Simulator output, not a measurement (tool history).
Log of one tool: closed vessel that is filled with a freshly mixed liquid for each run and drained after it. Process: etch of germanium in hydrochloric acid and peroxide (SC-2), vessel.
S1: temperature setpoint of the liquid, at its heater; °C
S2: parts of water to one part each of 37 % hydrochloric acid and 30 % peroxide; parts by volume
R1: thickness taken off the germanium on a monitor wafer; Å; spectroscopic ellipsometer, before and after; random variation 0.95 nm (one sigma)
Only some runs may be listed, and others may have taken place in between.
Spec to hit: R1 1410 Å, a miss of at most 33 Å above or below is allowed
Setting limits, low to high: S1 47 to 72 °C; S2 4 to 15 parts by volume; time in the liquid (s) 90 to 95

{"run": 1, "hour": 0.0, "S1": 63, "S2": 8.5, "time in the liquid (s)": 90, "R1": 1694.4}
{"run": 2, "hour": 4.6, "S1": 63, "S2": 8.5, "time in the liquid (s)": 90, "R1": 1678.4}
{"run": 3, "hour": 10.1, "S1": 63, "S2": 6.5, "time in the liquid (s)": 90, "R1": 1717.1}
{"run": 4, "hour": 14.0, "S1": 63, "S2": 8, "time in the liquid (s)": 90, "R1": 1708.1}
{"run": 5, "hour": 18.6, "S1": 61.5, "S2": 8, "time in the liquid (s)": 90, "R1": 1600}
{"run": 6, "hour": 22.8, "S1": 61.5, "S2": 8, "time in the liquid (s)": 95, "R1": 1720.2}
{"run": 7, "hour": 27.1, "S1": 60, "S2": 8, "time in the liquid (s)": 95, "R1": 1631.7}
{"run": 8, "hour": 31.2, "S1": 59, "S2": 8, "time in the liquid (s)": 95, "R1": 1597.7}
{"run": 9, "hour": 39.3, "S1": 58, "S2": 8, "time in the liquid (s)": 95, "R1": 1525.4}

5 candidate next runs follow, results not yet known. Just one meets every target within its allowed miss. Identify it.
{"run": "A", "hour": 47.4, "S1": 55.5, "S2": 4, "time in the liquid (s)": 95, "R1": "?"}
{"run": "B", "hour": 47.4, "S1": 57, "S2": 9.5, "time in the liquid (s)": 95, "R1": "?"}
{"run": "C", "hour": 47.4, "S1": 57, "S2": 8.5, "time in the liquid (s)": 90, "R1": "?"}
{"run": "D", "hour": 47.4, "S1": 61, "S2": 6.5, "time in the liquid (s)": 90, "R1": "?"}
{"run": "E", "hour": 47.4, "S1": 59, "S2": 8, "time in the liquid (s)": 95, "R1": "?"}

move=A R1=1470.7
move=B R1=1474.6
move=C R1=1411.2
move=D R1=1621.2
move=E R1=1589.6
A: better than the last run, though not everything is in spec
B: better than the last run, though not everything is in spec
C: all results land within tolerance of their targets
D: its largest miss is bigger than the last run's
E: its largest miss is bigger than the last run's
C is the move that brings every result within its allowed miss.

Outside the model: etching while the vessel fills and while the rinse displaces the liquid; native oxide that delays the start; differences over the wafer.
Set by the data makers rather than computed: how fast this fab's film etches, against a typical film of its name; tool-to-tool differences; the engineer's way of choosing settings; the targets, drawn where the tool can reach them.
